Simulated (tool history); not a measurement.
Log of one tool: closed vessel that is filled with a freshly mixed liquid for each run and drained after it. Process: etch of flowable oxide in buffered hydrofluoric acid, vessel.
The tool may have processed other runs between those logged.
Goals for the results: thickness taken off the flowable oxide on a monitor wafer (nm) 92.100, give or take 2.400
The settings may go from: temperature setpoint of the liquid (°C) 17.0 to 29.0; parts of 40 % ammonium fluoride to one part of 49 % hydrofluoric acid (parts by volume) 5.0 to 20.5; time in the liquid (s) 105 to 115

run,day,temperature setpoint of the liquid (°C),parts of 40 % ammonium fluoride to one part of 49 % hydrofluoric acid (parts by volume),time in the liquid (s),thickness taken off the flowable oxide on a monitor wafer (nm)
1,0.000,21.0,12.5,105,156.110
2,0.029,20.5,13.0,105,145.840
3,0.138,20.5,15.5,105,122.980
4,0.438,20.0,15.5,105,119.350
5,0.779,20.0,15.5,105,119.870
6,0.812,20.0,12.0,105,152.930
7,1.108,19.5,12.5,105,143.430
8,1.254,17.0,16.5,105,95.217

Which of these 4 next moves meets every target?
A,1.400,18.0,18.0,115,?
B,1.400,18.0,16.5,105,?
C,1.400,20.0,20.5,105,?
D,1.400,17.5,18.0,115,?

move,thickness taken off the flowable oxide on a monitor wafer (nm)
A,100.760
B,100.250
C,91.253
D,97.930
A: lands further from the targets than the last run did
B: lands further from the targets than the last run did
C: every result within its allowed miss
D: lands further from the targets than the last run did
C meets every target.

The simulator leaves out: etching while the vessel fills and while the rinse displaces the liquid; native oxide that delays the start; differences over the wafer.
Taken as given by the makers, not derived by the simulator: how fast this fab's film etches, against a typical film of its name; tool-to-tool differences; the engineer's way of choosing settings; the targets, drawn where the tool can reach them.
